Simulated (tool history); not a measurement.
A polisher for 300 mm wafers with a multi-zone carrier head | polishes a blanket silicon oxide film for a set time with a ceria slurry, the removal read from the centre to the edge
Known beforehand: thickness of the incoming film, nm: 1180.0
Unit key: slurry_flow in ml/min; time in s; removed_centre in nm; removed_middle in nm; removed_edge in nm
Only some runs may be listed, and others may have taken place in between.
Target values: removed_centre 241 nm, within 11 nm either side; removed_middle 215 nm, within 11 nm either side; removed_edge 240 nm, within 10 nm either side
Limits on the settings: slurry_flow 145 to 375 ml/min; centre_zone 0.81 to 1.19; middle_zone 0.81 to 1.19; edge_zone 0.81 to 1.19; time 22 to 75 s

run 1 hour=0 | slurry_flow=240 centre_zone=1 middle_zone=1 edge_zone=1 time=48 | removed_centre=161.04 removed_middle=166.71 removed_edge=170.73
run 2 hour=2.6 | slurry_flow=240 centre_zone=1 middle_zone=1 edge_zone=0.92 time=48 | removed_centre=163.66 removed_middle=167.53 removed_edge=162.65
run 3 hour=6.9 | slurry_flow=240 centre_zone=1.01 middle_zone=1 edge_zone=0.94 time=50 | removed_centre=174.09 removed_middle=175.02 removed_edge=172.96
run 4 hour=13.9 | slurry_flow=240 centre_zone=1.01 middle_zone=1 edge_zone=0.88 time=50 | removed_centre=175.06 removed_middle=173.75 removed_edge=164.96
run 5 hour=16.9 | slurry_flow=240 centre_zone=1.01 middle_zone=1.04 edge_zone=0.88 time=50 | removed_centre=172.29 removed_middle=178.17 removed_edge=166.06
-- hour=19.7 slurry nozzle cleaned
run 6 hour=19.7 | slurry_flow=240 centre_zone=0.94 middle_zone=1.04 edge_zone=0.88 time=50 | removed_centre=177.31 removed_middle=190.69 removed_edge=171.94
run 7 hour=24.6 | slurry_flow=285 centre_zone=1.01 middle_zone=0.94 edge_zone=0.98 time=64 | removed_centre=243.36 removed_middle=237.21 removed_edge=238.84
run 8 hour=29 | slurry_flow=280 centre_zone=1.01 middle_zone=0.93 edge_zone=0.98 time=64 | removed_centre=240.41 removed_middle=236.61 removed_edge=240.62

Which one of the following 5 next-run settings gets every result inside its allowed miss? There is exactly one.
run A hour=33.4 | slurry_flow=280 centre_zone=0.95 middle_zone=1.09 edge_zone=0.91 time=67 | removed_centre=? removed_middle=? removed_edge=?
run B hour=33.4 | slurry_flow=320 centre_zone=1 middle_zone=0.95 edge_zone=0.97 time=64 | removed_centre=? removed_middle=? removed_edge=?
run C hour=33.4 | slurry_flow=320 centre_zone=0.95 middle_zone=0.98 edge_zone=0.94 time=65 | removed_centre=? removed_middle=? removed_edge=?
run D hour=33.4 | slurry_flow=270 centre_zone=1.03 middle_zone=0.81 edge_zone=1.03 time=63 | removed_centre=? removed_middle=? removed_edge=?
run E hour=33.4 | slurry_flow=300 centre_zone=0.98 middle_zone=1.07 edge_zone=0.87 time=67 | removed_centre=? removed_middle=? removed_edge=?

move=A removed_centre=245 removed_middle=260.7 removed_edge=242.69
move=B removed_centre=246.83 removed_middle=236.25 removed_edge=241.65
move=C removed_centre=241.22 removed_middle=243.52 removed_edge=241.75
move=D removed_centre=243.48 removed_middle=212.76 removed_edge=241.79
move=E removed_centre=252.81 removed_middle=260.21 removed_edge=239.14
A: further off than the last run
B: no better and no worse than the last run
C: further off than the last run
D: in spec on every target
E: further off than the last run
Answer: D
